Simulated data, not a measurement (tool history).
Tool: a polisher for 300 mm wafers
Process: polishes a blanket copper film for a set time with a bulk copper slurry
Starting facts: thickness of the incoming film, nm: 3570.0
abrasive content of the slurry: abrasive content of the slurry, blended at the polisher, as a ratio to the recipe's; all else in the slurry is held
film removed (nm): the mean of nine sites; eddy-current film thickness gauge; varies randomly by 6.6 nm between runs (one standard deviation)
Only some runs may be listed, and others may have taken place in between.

| run | hour | flow of slurry (ml/min) | pressure of the wafer on the pad (psi) | speed of the pad under the wafer (cm/s) | abrasive content of the slurry | polishing time (s) | film removed (nm) |
|---|---|---|---|---|---|---|---|
| 1 | 0 | 140 | 3 | 138 | 1 | 101 | 1101.8 |
| 2 | 7.4 | 135 | 2.5 | 132 | 1 | 101 | 912.38 |
| 3 | 13.6 | 135 | 2.2 | 126 | 1 | 101 | 774.86 |
| 4 | 15.4 | 165 | 2.2 | 126 | 1 | 101 | 809.08 |
| 5 | 18 | 185 | 2.2 | 126 | 1 | 101 | 797.61 |
| 6 | 26.4 | 185 | 2 | 122 | 1 | 101 | 704.21 |
| 7 | 29.1 | 185 | 1.8 | 122 | 1 | 101 | 634.24 |
| 8 | 34 | 185 | 1.7 | 122 | 1 | 101 | 626.25 |

The next listed run, before its measurement:
| 9 | 42.6 | 185 | 1.6 | 122 | 1 | 101 | ? |

Run 9 measured film removed (nm) 586.59.

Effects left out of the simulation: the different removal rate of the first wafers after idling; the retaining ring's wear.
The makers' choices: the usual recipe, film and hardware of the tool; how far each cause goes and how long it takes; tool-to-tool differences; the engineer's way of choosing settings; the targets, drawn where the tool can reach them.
